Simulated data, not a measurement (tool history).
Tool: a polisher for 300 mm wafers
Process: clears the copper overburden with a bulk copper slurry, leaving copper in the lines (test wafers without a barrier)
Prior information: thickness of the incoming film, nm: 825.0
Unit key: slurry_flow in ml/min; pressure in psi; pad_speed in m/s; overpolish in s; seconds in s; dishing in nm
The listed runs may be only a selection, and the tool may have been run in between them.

Run 1, hour 0.0: slurry_flow 145 ml/min, pressure 2.7 psi, pad_speed 1.28 m/s, slurry_solids 1.0, overpolish 16 s. Result: seconds 89.059 s, dishing 29.740 nm.
Run 2, hour 4.6: slurry_flow 150 ml/min, pressure 2.8 psi, pad_speed 1.28 m/s, slurry_solids 1.0, overpolish 15 s. Result: seconds 83.881 s, dishing 29.900 nm.
Run 3, hour 6.0: slurry_flow 125 ml/min, pressure 2.8 psi, pad_speed 1.28 m/s, slurry_solids 1.0, overpolish 15 s. Result: seconds 86.127 s, dishing 29.375 nm.
Run 4, hour 7.5: slurry_flow 125 ml/min, pressure 2.9 psi, pad_speed 1.28 m/s, slurry_solids 1.0, overpolish 15 s. Result: seconds 85.264 s, dishing 29.847 nm.
Run 5, hour 15.3: slurry_flow 125 ml/min, pressure 2.9 psi, pad_speed 1.10 m/s, slurry_solids 1.0, overpolish 15 s. Result: seconds 98.303 s, dishing 28.999 nm.
Run 6, hour 22.5: slurry_flow 145 ml/min, pressure 2.9 psi, pad_speed 1.10 m/s, slurry_solids 1.0, overpolish 15 s. Result: seconds 95.885 s, dishing 29.429 nm.
Run 7, hour 31.1: slurry_flow 145 ml/min, pressure 3.0 psi, pad_speed 1.10 m/s, slurry_solids 1.0, overpolish 14 s. Result: seconds 91.027 s, dishing 29.538 nm.
Run 8, hour 38.8: slurry_flow 165 ml/min, pressure 3.7 psi, pad_speed 1.14 m/s, slurry_solids 1.0, overpolish 6 s. Result: seconds 71.122 s, dishing 25.392 nm.

What will run 9 give?
Run 9, hour 46.3: slurry_flow 165 ml/min, pressure 3.7 psi, pad_speed 1.14 m/s, slurry_solids 1.0, overpolish 8 s. Result: seconds ?, dishing ?.

{"run 9": {"seconds": 70.996, "dishing": 28.473}}

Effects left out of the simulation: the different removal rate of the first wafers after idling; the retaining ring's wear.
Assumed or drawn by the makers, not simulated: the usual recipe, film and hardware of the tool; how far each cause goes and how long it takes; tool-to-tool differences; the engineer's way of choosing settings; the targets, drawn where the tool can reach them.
